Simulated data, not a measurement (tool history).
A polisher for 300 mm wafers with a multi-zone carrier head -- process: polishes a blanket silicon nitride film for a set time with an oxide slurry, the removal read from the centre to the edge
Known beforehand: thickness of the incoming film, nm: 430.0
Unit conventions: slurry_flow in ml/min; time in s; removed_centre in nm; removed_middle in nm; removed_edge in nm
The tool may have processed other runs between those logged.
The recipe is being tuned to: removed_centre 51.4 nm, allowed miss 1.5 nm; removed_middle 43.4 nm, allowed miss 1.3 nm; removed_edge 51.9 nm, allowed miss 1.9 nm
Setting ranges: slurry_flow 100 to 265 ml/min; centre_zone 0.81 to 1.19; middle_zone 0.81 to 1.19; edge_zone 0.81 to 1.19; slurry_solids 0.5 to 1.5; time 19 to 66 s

run,hour,slurry_flow,centre_zone,middle_zone,edge_zone,slurry_solids,time,removed_centre,removed_middle,removed_edge
1,0,170,1,1,1,1,42,37.417,37.295,38.606
2,1.1,170,0.95,1,1,1,42,35.715,36.835,38.39
3,6.8,170,0.95,1,1,0.8,42,30.524,31.772,33.278
4,12.5,170,0.95,1,1.04,0.8,42,30.513,31.803,33.012
5,17.9,170,0.97,0.97,1.04,0.95,42,35.033,35.302,37.945
6,23.3,170,1.03,0.97,1.04,0.95,42,37.101,35.171,37.775
7,27.6,175,1.04,0.95,1.06,1,42,38.966,35.593,38.912
8,30.9,165,1.05,0.93,1.07,1.1,42,41.548,36.228,42.247
9,32,165,1.05,0.93,1.07,1.1,42,41.037,37.19,41.37
10,38.4,175,1.05,0.92,1.09,1.15,42,42.82,37.263,43.723
11,46.3,180,1.06,0.93,1.11,1.2,42,44.825,38.768,44.905
12,48.1,180,1.06,0.93,1.12,1.25,42,45.733,39.697,46.101
13,55.1,185,1.06,0.93,1.13,1.3,42,45.998,40.588,46.36
14,62.8,180,1.06,0.92,1.14,1.35,42,46.854,40.454,47.876
15,68.9,190,1.06,0.92,1.15,1.35,42,47.556,40.658,49.185
16,77.2,200,1.07,0.93,1.16,1.35,42,47.986,42.032,48.286
17,80.1,200,1.07,0.92,1.16,1.4,42,48.771,41.543,48.37
18,83.9,195,1.08,0.92,1.17,1.4,42,48.889,41.689,48.958

Exercise: of the 4 proposed moves below, exactly one satisfies all targets within the stated allowed misses. Which move is it?
A,87.7,190,1.08,0.91,1.15,1.3,46,?,?,?
B,87.7,155,0.99,0.89,1.19,1.1,50,?,?,?
C,87.7,200,1.08,0.92,1.09,1.5,38,?,?,?
D,87.7,190,1.01,0.87,1.19,1.4,43,?,?,?

move,removed_centre,removed_middle,removed_edge
A,51.964,44.02,51.692
B,46.147,42.066,51.356
C,45.985,39.277,44.676
D,46.92,41.011,50.668
A: each result inside its tolerance
B: moves away from the targets compared with the last run
C: moves away from the targets compared with the last run
D: moves away from the targets compared with the last run
The move that meets every target is A.
